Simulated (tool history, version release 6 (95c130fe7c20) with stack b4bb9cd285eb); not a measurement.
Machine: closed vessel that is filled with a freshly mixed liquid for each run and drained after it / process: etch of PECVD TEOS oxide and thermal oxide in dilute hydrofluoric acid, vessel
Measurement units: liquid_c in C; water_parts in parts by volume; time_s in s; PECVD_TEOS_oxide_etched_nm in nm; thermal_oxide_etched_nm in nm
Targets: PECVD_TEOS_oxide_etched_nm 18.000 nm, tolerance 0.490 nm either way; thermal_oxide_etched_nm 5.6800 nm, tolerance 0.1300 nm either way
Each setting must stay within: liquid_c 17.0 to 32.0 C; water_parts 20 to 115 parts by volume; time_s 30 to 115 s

run 1 day=0.000 | liquid_c=24.0 water_parts=65 time_s=60 | PECVD_TEOS_oxide_etched_nm=16.164 thermal_oxide_etched_nm=5.0484
run 2 day=0.250 | liquid_c=25.0 water_parts=65 time_s=60 | PECVD_TEOS_oxide_etched_nm=16.726 thermal_oxide_etched_nm=5.2406
run 3 day=0.617 | liquid_c=25.5 water_parts=65 time_s=60 | PECVD_TEOS_oxide_etched_nm=17.012 thermal_oxide_etched_nm=5.3594
run 4 day=0.767 | liquid_c=25.5 water_parts=85 time_s=60 | PECVD_TEOS_oxide_etched_nm=12.645 thermal_oxide_etched_nm=3.9950
run 5 day=0.888 | liquid_c=27.5 water_parts=85 time_s=60 | PECVD_TEOS_oxide_etched_nm=13.462 thermal_oxide_etched_nm=4.3292
run 6 day=1.108 | liquid_c=28.5 water_parts=80 time_s=60 | PECVD_TEOS_oxide_etched_nm=15.226 thermal_oxide_etched_nm=4.7446
run 7 day=1.312 | liquid_c=29.0 water_parts=80 time_s=60 | PECVD_TEOS_oxide_etched_nm=15.659 thermal_oxide_etched_nm=4.8507
run 8 day=1.412 | liquid_c=29.5 water_parts=80 time_s=60 | PECVD_TEOS_oxide_etched_nm=15.713 thermal_oxide_etched_nm=4.9729
run 9 day=1.708 | liquid_c=30.0 water_parts=80 time_s=60 | PECVD_TEOS_oxide_etched_nm=16.157 thermal_oxide_etched_nm=5.0801
run 10 day=1.904 | liquid_c=30.5 water_parts=80 time_s=60 | PECVD_TEOS_oxide_etched_nm=16.428 thermal_oxide_etched_nm=5.1845
run 11 day=2.092 | liquid_c=31.0 water_parts=80 time_s=60 | PECVD_TEOS_oxide_etched_nm=16.630 thermal_oxide_etched_nm=5.2944
run 12 day=2.450 | liquid_c=31.5 water_parts=80 time_s=60 | PECVD_TEOS_oxide_etched_nm=16.974 thermal_oxide_etched_nm=5.3863
run 13 day=2.488 | liquid_c=32.0 water_parts=75 time_s=60 | PECVD_TEOS_oxide_etched_nm=18.691 thermal_oxide_etched_nm=5.9491

Which of these 4 next moves meets every target?
run A day=2.525 | liquid_c=19.5 water_parts=60 time_s=80 | PECVD_TEOS_oxide_etched_nm=? thermal_oxide_etched_nm=?
run B day=2.525 | liquid_c=31.5 water_parts=55 time_s=45 | PECVD_TEOS_oxide_etched_nm=? thermal_oxide_etched_nm=?
run C day=2.525 | liquid_c=31.0 water_parts=75 time_s=60 | PECVD_TEOS_oxide_etched_nm=? thermal_oxide_etched_nm=?
run D day=2.525 | liquid_c=30.5 water_parts=70 time_s=60 | PECVD_TEOS_oxide_etched_nm=? thermal_oxide_etched_nm=?

move=A PECVD_TEOS_oxide_etched_nm=19.211 thermal_oxide_etched_nm=6.0469
move=B PECVD_TEOS_oxide_etched_nm=19.282 thermal_oxide_etched_nm=6.0692
move=C PECVD_TEOS_oxide_etched_nm=17.933 thermal_oxide_etched_nm=5.6446
move=D PECVD_TEOS_oxide_etched_nm=18.993 thermal_oxide_etched_nm=5.9783
A: the biggest miss grows against the last run
B: the biggest miss grows against the last run
C: all results land within tolerance of their targets
D: the biggest miss grows against the last run
So the answer is move C, the one that meets all the targets.
